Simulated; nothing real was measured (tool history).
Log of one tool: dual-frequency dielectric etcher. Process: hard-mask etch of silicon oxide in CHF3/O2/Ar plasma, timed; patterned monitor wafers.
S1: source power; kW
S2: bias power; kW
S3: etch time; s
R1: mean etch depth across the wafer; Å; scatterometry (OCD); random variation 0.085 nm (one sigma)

Run 1, hour 0: S1 0.63 kW, S2 0.129 kW, S3 14 s. Result: R1 234.56 Å.
Run 2, hour 4.9: S1 0.63 kW, S2 0.129 kW, S3 13 s. Result: R1 218.24 Å.
Run 3, hour 11.8: S1 0.61 kW, S2 0.129 kW, S3 13 s. Result: R1 215.53 Å.
Run 4, hour 16.4: S1 0.61 kW, S2 0.149 kW, S3 13 s. Result: R1 226.8 Å.
Run 5, hour 17: S1 0.68 kW, S2 0.149 kW, S3 13 s. Result: R1 233.86 Å.
Run 6, hour 25.3: S1 0.68 kW, S2 0.149 kW, S3 14 s. Result: R1 252.61 Å.

Forecast run 7:
Run 7, hour 33.6: S1 0.68 kW, S2 0.149 kW, S3 14 s. Result: R1 ?.

{"run 7": {"R1": 251.77}}
